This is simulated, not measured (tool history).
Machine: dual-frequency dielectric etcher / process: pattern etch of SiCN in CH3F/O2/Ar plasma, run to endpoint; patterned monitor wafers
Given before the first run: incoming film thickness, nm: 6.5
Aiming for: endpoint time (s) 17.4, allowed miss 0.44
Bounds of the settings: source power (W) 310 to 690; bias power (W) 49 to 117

{"run": 1, "hour": 0.0, "source power (W)": 500, "bias power (W)": 83, "endpoint time (s)": 15.417}
{"run": 2, "hour": 1.4, "source power (W)": 470, "bias power (W)": 81, "endpoint time (s)": 15.776}
{"run": 3, "hour": 10.1, "source power (W)": 510, "bias power (W)": 81, "endpoint time (s)": 15.362}
{"run": 4, "hour": 16.5, "source power (W)": 470, "bias power (W)": 79, "endpoint time (s)": 15.775}
{"run": 5, "hour": 19.7, "source power (W)": 470, "bias power (W)": 87, "endpoint time (s)": 15.559}
{"run": 6, "hour": 25.4, "source power (W)": 430, "bias power (W)": 84, "endpoint time (s)": 16.081}
{"run": 7, "hour": 30.5, "source power (W)": 410, "bias power (W)": 82, "endpoint time (s)": 16.612}
{"run": 8, "hour": 36.8, "source power (W)": 400, "bias power (W)": 81, "endpoint time (s)": 16.791}

Below are 5 possible settings for the next run. Only one of them brings all results inside the allowed miss of their targets. Which is it?
{"run": "A", "hour": 43.1, "source power (W)": 430, "bias power (W)": 86, "endpoint time (s)": "?"}
{"run": "B", "hour": 43.1, "source power (W)": 340, "bias power (W)": 75, "endpoint time (s)": "?"}
{"run": "C", "hour": 43.1, "source power (W)": 430, "bias power (W)": 88, "endpoint time (s)": "?"}
{"run": "D", "hour": 43.1, "source power (W)": 330, "bias power (W)": 76, "endpoint time (s)": "?"}
{"run": "E", "hour": 43.1, "source power (W)": 330, "bias power (W)": 93, "endpoint time (s)": "?"}

move=A endpoint_time_(s)=16.165
move=B endpoint_time_(s)=18.225
move=C endpoint_time_(s)=16.077
move=D endpoint_time_(s)=18.377
move=E endpoint_time_(s)=17.521
A: moves away from the targets compared with the last run
B: moves the result that the last run missed by most past its target, out the other side
C: moves away from the targets compared with the last run
D: moves the result that the last run missed by most past its target, out the other side
E: every result within its allowed miss
The right move is E.
